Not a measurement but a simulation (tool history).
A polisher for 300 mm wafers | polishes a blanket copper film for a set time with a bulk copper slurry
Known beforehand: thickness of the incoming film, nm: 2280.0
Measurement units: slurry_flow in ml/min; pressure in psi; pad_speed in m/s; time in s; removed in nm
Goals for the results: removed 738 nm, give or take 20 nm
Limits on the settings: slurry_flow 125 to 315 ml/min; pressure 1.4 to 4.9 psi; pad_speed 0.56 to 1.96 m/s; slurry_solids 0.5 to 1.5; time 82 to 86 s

run 1 hour=0 | slurry_flow=205 pressure=3.1 pad_speed=1.26 slurry_solids=1 time=82 | removed=892.89
run 2 hour=3.4 | slurry_flow=205 pressure=3.1 pad_speed=1.52 slurry_solids=1 time=82 | removed=1052
run 3 hour=10.5 | slurry_flow=205 pressure=2.9 pad_speed=1.52 slurry_solids=1 time=82 | removed=1011.8
run 4 hour=13.4 | slurry_flow=205 pressure=2.9 pad_speed=1.26 slurry_solids=1 time=82 | removed=835.07
run 5 hour=14.9 | slurry_flow=230 pressure=2.9 pad_speed=1.26 slurry_solids=1 time=82 | removed=859.73
run 6 hour=17.9 | slurry_flow=220 pressure=2.9 pad_speed=1.26 slurry_solids=1 time=82 | removed=846.39
run 7 hour=20.6 | slurry_flow=215 pressure=2.9 pad_speed=1.26 slurry_solids=1 time=82 | removed=838.59
run 8 hour=25.9 | slurry_flow=210 pressure=2.9 pad_speed=1.26 slurry_solids=1 time=82 | removed=845.45
run 9 hour=33.8 | slurry_flow=205 pressure=2.8 pad_speed=1.26 slurry_solids=1 time=82 | removed=825.91
run 10 hour=40.7 | slurry_flow=205 pressure=2.8 pad_speed=1.26 slurry_solids=1 time=82 | removed=827.67
run 11 hour=48.2 | slurry_flow=205 pressure=2.7 pad_speed=1.26 slurry_solids=1 time=82 | removed=792.18

Pick the move, out of 5, that brings all results within their allowed miss; only one does.
run A hour=55.7 | slurry_flow=190 pressure=2.1 pad_speed=1.32 slurry_solids=0.95 time=83 | removed=?
run B hour=55.7 | slurry_flow=225 pressure=2.9 pad_speed=1 slurry_solids=0.85 time=86 | removed=?
run C hour=55.7 | slurry_flow=150 pressure=3.1 pad_speed=1 slurry_solids=1.2 time=82 | removed=?
run D hour=55.7 | slurry_flow=180 pressure=3.1 pad_speed=1.22 slurry_solids=1 time=86 | removed=?
run E hour=55.7 | slurry_flow=190 pressure=2.4 pad_speed=1.24 slurry_solids=1.2 time=82 | removed=?

move=A removed=693.82
move=B removed=688.92
move=C removed=704.76
move=D removed=883.59
move=E removed=742.17
A: takes the result that was furthest off past its target
B: takes the result that was furthest off past its target
C: takes the result that was furthest off past its target
D: misses by more than the last run did
E: meets every target
The right move is E.
